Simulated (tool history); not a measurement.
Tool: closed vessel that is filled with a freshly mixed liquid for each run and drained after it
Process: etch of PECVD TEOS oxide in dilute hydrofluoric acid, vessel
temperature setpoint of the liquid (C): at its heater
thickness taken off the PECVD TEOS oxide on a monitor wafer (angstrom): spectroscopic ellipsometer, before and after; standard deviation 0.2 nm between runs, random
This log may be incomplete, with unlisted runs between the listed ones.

run	hour	temperature setpoint of the liquid (C)	parts of water to one part of 49 % hydrofluoric acid (parts by volume)	time in the liquid (s)	thickness taken off the PECVD TEOS oxide on a monitor wafer (angstrom)
1	0.0	25.0	50	110	255.70
2	4.6	25.0	50	110	252.54
3	8.9	24.5	50	110	255.13
4	15.9	24.5	30	110	426.34
5	17.2	22.5	30	110	394.23
6	24.7	21.5	35	110	322.51

The next listed run, before its measurement:
7	29.4	17.5	40	110	?

{"run 7": {"thickness taken off the PECVD TEOS oxide on a monitor wafer (angstrom)": 235.66}}

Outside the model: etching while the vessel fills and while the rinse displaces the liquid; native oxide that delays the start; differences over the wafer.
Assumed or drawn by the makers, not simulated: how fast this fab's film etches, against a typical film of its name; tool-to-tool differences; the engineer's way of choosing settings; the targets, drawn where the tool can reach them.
